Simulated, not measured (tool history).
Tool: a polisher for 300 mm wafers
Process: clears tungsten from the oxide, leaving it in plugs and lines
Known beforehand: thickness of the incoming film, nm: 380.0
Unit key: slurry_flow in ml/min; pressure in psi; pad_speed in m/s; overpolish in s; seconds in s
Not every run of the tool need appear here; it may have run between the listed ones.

run,day,slurry_flow,pressure,pad_speed,slurry_solids,overpolish,seconds
1,0,215,2.5,1.4,1,45,96.841
2,0.371,175,2.5,1.4,1,45,98.643
3,0.604,175,2.6,1.4,1,45,94.438
4,0.95,175,2.6,1.4,0.85,45,96.646
5,1.262,175,2.1,1.4,0.85,45,118.69
6,1.408,175,2.1,1.08,0.85,45,137.44
7,1.767,175,2.4,1.1,0.85,45,122.28
8,1.825,175,2.6,1.12,0.85,45,111.78
9,2.033,175,2.6,1.12,0.85,45,111.4
10,2.192,175,2.8,1.14,0.85,45,99.499
11,2.238,175,2.9,1.14,0.85,45,97.436
12,2.438,175,3.6,1.2,0.85,45,78.194

Run 13 comes next. What will it give?
13,2.475,175,3.6,1.22,0.85,45,?

seconds: 77.935 s
